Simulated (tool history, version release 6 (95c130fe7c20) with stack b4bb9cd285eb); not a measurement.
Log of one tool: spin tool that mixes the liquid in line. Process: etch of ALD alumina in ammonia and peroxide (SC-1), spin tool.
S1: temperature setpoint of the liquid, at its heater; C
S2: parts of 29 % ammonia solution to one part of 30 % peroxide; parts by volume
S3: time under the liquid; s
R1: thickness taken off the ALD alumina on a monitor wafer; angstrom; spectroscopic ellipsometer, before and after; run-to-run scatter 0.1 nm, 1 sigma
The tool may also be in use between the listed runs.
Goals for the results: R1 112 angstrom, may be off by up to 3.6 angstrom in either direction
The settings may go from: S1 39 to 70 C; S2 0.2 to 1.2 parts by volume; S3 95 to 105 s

{"run": 1, "hour": 0.0, "S1": 55, "S2": 0.75, "S3": 95, "R1": 81.918}
{"run": 2, "hour": 1.7, "S1": 56.5, "S2": 0.75, "S3": 95, "R1": 88.397}
{"run": 3, "hour": 7.4, "S1": 57.5, "S2": 0.75, "S3": 95, "R1": 93.117}
{"run": 4, "hour": 9.8, "S1": 58.5, "S2": 0.75, "S3": 95, "R1": 98.385}
{"run": 5, "hour": 18.5, "S1": 55, "S2": 0.75, "S3": 95, "R1": 82.117}
{"run": 6, "hour": 25.2, "S1": 56.5, "S2": 0.75, "S3": 95, "R1": 88.575}
{"run": 7, "hour": 31.9, "S1": 57.5, "S2": 0.75, "S3": 95, "R1": 93.542}
{"run": 8, "hour": 34.9, "S1": 58.5, "S2": 0.75, "S3": 95, "R1": 99.867}

Pick the move, out of 5, that brings all results within their allowed miss; only one does.
{"run": "A", "hour": 37.9, "S1": 58, "S2": 0.65, "S3": 105, "R1": "?"}
{"run": "B", "hour": 37.9, "S1": 57.5, "S2": 0.85, "S3": 105, "R1": "?"}
{"run": "C", "hour": 37.9, "S1": 55.5, "S2": 0.75, "S3": 95, "R1": "?"}
{"run": "D", "hour": 37.9, "S1": 60, "S2": 0.75, "S3": 100, "R1": "?"}
{"run": "E", "hour": 37.9, "S1": 61, "S2": 0.6, "S3": 105, "R1": "?"}

move=A R1=103.5
move=B R1=103.43
move=C R1=83.245
move=D R1=110.79
move=E R1=119.88
A: closes in on the targets versus the last run, not all within tolerance yet
B: closes in on the targets versus the last run, not all within tolerance yet
C: moves away from the targets compared with the last run
D: meets every target
E: pushes the last run's worst result past its target
Answer: D
